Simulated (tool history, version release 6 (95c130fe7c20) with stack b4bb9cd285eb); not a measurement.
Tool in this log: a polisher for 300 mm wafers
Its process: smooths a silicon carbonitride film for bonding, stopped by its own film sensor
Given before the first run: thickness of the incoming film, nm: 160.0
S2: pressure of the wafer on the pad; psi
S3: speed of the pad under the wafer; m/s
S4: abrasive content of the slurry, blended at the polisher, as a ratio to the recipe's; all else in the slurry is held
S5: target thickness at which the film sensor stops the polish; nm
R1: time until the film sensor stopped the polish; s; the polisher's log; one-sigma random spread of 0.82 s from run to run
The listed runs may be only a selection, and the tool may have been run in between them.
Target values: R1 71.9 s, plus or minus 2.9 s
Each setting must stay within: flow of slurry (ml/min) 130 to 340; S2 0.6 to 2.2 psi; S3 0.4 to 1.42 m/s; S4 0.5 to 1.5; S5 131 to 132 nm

Run 1, hour 0: flow of slurry (ml/min) 220, S2 1.4 psi, S3 0.9 m/s, S4 1, S5 132 nm. Result: R1 126.33 s.
Run 2, hour 4.1: flow of slurry (ml/min) 220, S2 1.6 psi, S3 0.9 m/s, S4 1, S5 132 nm. Result: R1 113.4 s.
Run 3, hour 12.7: flow of slurry (ml/min) 195, S2 1.6 psi, S3 0.9 m/s, S4 1, S5 132 nm. Result: R1 114.51 s.
Run 4, hour 17.8: flow of slurry (ml/min) 195, S2 1.7 psi, S3 0.92 m/s, S4 1, S5 132 nm. Result: R1 104.84 s.
Run 5, hour 19.1: flow of slurry (ml/min) 195, S2 1.8 psi, S3 0.92 m/s, S4 1, S5 132 nm. Result: R1 98.654 s.
Run 6, hour 21.2: flow of slurry (ml/min) 160, S2 1.8 psi, S3 0.92 m/s, S4 1, S5 132 nm. Result: R1 98.438 s.
At hour 25.7: head pressure recalibrated.
Run 7, hour 25.7: flow of slurry (ml/min) 160, S2 2 psi, S3 0.96 m/s, S4 1, S5 132 nm. Result: R1 97.4 s.
Run 8, hour 30.5: flow of slurry (ml/min) 160, S2 2 psi, S3 1 m/s, S4 1, S5 132 nm. Result: R1 93.619 s.
Run 9, hour 33.1: flow of slurry (ml/min) 165, S2 2.2 psi, S3 1.14 m/s, S4 1, S5 132 nm. Result: R1 75.898 s.

Exactly one of the 4 candidate moves below puts every result within its allowed miss. Which one?
Run A, hour 35.7: flow of slurry (ml/min) 265, S2 2 psi, S3 1.24 m/s, S4 1, S5 131 nm. Result: R1 ?.
Run B, hour 35.7: flow of slurry (ml/min) 135, S2 2.2 psi, S3 1.24 m/s, S4 1.15, S5 131 nm. Result: R1 ?.
Run C, hour 35.7: flow of slurry (ml/min) 150, S2 2.2 psi, S3 1.24 m/s, S4 0.9, S5 131 nm. Result: R1 ?.
Run D, hour 35.7: flow of slurry (ml/min) 155, S2 2.2 psi, S3 1.04 m/s, S4 1.05, S5 132 nm. Result: R1 ?.

move      R1
   A  77.939
   B   71.16
   C   77.31
   D  80.829
A: the biggest miss grows against the last run
B: hits every target within its allowed miss
C: the biggest miss grows against the last run
D: the biggest miss grows against the last run
Move B is the one to make.
